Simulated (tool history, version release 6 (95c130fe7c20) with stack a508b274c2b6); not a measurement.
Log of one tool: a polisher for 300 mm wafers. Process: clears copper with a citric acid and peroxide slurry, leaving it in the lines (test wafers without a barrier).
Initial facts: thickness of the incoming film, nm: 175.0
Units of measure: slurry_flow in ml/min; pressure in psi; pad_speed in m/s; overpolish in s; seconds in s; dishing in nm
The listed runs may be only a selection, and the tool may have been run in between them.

| run | hour | slurry_flow | pressure | pad_speed | slurry_solids | overpolish | seconds | dishing |
|---|---|---|---|---|---|---|---|---|
| 1 | 0.0 | 130 | 2.0 | 1.06 | 1.0 | 18 | 94.376 | 24.132 |
| 2 | 2.5 | 150 | 2.0 | 1.06 | 1.0 | 18 | 90.503 | 25.159 |
| 3 | 7.9 | 150 | 2.0 | 1.06 | 1.0 | 19 | 91.370 | 26.423 |
| 4 | 15.5 | 150 | 2.0 | 1.06 | 1.0 | 20 | 86.441 | 26.754 |
| 5 | 19.3 | 145 | 2.0 | 1.06 | 1.0 | 21 | 91.516 | 28.139 |
| 6 | 27.2 | 145 | 2.0 | 1.06 | 1.0 | 22 | 90.772 | 28.968 |
| 7 | 35.5 | 145 | 2.0 | 1.06 | 1.0 | 23 | 92.134 | 30.656 |
| 8 | 38.1 | 150 | 2.2 | 1.06 | 1.0 | 25 | 82.085 | 34.605 |

Run 9 comes next. What will it give?
| 9 | 38.9 | 150 | 2.2 | 1.08 | 1.0 | 27 | ? | ? |

seconds: 81.036 s
dishing: 37.382 nm
